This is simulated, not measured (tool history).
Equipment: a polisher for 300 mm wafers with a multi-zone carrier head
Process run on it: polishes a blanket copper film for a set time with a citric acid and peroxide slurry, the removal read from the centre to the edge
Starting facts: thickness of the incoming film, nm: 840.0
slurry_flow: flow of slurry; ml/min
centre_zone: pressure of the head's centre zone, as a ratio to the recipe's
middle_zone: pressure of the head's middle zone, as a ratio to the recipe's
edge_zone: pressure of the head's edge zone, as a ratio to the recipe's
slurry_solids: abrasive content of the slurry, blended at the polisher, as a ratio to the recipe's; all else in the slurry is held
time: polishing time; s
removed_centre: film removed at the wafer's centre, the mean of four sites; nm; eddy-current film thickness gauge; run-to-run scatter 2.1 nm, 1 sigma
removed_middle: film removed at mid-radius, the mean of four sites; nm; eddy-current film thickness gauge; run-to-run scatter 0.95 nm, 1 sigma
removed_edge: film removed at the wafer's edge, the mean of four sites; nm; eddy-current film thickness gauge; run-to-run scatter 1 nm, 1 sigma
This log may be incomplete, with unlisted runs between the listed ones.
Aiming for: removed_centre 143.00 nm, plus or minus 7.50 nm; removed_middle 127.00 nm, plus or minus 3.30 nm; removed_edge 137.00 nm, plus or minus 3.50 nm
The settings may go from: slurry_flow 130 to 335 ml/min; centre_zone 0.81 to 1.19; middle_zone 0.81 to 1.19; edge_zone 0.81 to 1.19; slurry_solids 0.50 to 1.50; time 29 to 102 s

Run 1, hour 0.0: slurry_flow 215 ml/min, centre_zone 1.00, middle_zone 1.00, edge_zone 1.00, slurry_solids 1.00, time 65 s. Result: removed_centre 176.34 nm, removed_middle 179.09 nm, removed_edge 182.61 nm.
Run 2, hour 5.8: slurry_flow 185 ml/min, centre_zone 1.00, middle_zone 1.00, edge_zone 1.00, slurry_solids 1.00, time 65 s. Result: removed_centre 174.21 nm, removed_middle 175.22 nm, removed_edge 175.26 nm.
Run 3, hour 12.3: slurry_flow 185 ml/min, centre_zone 1.00, middle_zone 1.00, edge_zone 1.00, slurry_solids 1.15, time 65 s. Result: removed_centre 183.42 nm, removed_middle 180.89 nm, removed_edge 184.96 nm.
Run 4, hour 20.8: slurry_flow 185 ml/min, centre_zone 0.93, middle_zone 1.00, edge_zone 1.00, slurry_solids 1.15, time 65 s. Result: removed_centre 171.55 nm, removed_middle 181.91 nm, removed_edge 183.91 nm.
Run 5, hour 22.7: slurry_flow 185 ml/min, centre_zone 0.93, middle_zone 1.00, edge_zone 1.07, slurry_solids 1.15, time 65 s. Result: removed_centre 172.76 nm, removed_middle 179.06 nm, removed_edge 191.68 nm.
Run 6, hour 26.7: slurry_flow 175 ml/min, centre_zone 0.96, middle_zone 0.96, edge_zone 1.03, slurry_solids 1.00, time 64 s. Result: removed_centre 162.05 nm, removed_middle 163.90 nm, removed_edge 171.99 nm.
Run 7, hour 27.4: slurry_flow 165 ml/min, centre_zone 0.98, middle_zone 0.92, edge_zone 1.02, slurry_solids 0.90, time 63 s. Result: removed_centre 157.14 nm, removed_middle 153.68 nm, removed_edge 164.10 nm.
Run 8, hour 31.3: slurry_flow 160 ml/min, centre_zone 1.00, middle_zone 0.89, edge_zone 1.01, slurry_solids 0.80, time 62 s. Result: removed_centre 152.86 nm, removed_middle 142.31 nm, removed_edge 156.96 nm.
Run 9, hour 36.7: slurry_flow 155 ml/min, centre_zone 1.01, middle_zone 0.88, edge_zone 0.98, slurry_solids 0.75, time 62 s. Result: removed_centre 152.53 nm, removed_middle 137.81 nm, removed_edge 152.63 nm.
Run 10, hour 42.3: slurry_flow 150 ml/min, centre_zone 1.01, middle_zone 0.88, edge_zone 0.95, slurry_solids 0.70, time 62 s. Result: removed_centre 152.07 nm, removed_middle 133.66 nm, removed_edge 146.29 nm.
Run 11, hour 45.9: slurry_flow 145 ml/min, centre_zone 0.99, middle_zone 0.88, edge_zone 0.93, slurry_solids 0.70, time 62 s. Result: removed_centre 142.78 nm, removed_middle 132.68 nm, removed_edge 141.94 nm.

4 next moves are on the table. One of them brings every result within its allowed miss. Which?
Run A, hour 49.5: slurry_flow 130 ml/min, centre_zone 1.02, middle_zone 0.99, edge_zone 0.93, slurry_solids 0.65, time 61 s. Result: removed_centre ?, removed_middle ?, removed_edge ?.
Run B, hour 49.5: slurry_flow 130 ml/min, centre_zone 1.05, middle_zone 1.01, edge_zone 0.81, slurry_solids 0.65, time 60 s. Result: removed_centre ?, removed_middle ?, removed_edge ?.
Run C, hour 49.5: slurry_flow 140 ml/min, centre_zone 0.98, middle_zone 0.83, edge_zone 0.84, slurry_solids 0.55, time 66 s. Result: removed_centre ?, removed_middle ?, removed_edge ?.
Run D, hour 49.5: slurry_flow 140 ml/min, centre_zone 0.86, middle_zone 0.90, edge_zone 0.96, slurry_solids 0.70, time 59 s. Result: removed_centre ?, removed_middle ?, removed_edge ?.

move  removed_centre  removed_middle  removed_edge
   A          144.54          138.71        135.60
   B          145.62          138.41        125.29
   C          147.14          128.96        135.68
   D          126.27          129.94        137.34
A: its largest miss is bigger than the last run's
B: its largest miss is bigger than the last run's
C: all results land within tolerance of their targets
D: puts the biggest miss on target and leaves a different result outside tolerance
Answer: C

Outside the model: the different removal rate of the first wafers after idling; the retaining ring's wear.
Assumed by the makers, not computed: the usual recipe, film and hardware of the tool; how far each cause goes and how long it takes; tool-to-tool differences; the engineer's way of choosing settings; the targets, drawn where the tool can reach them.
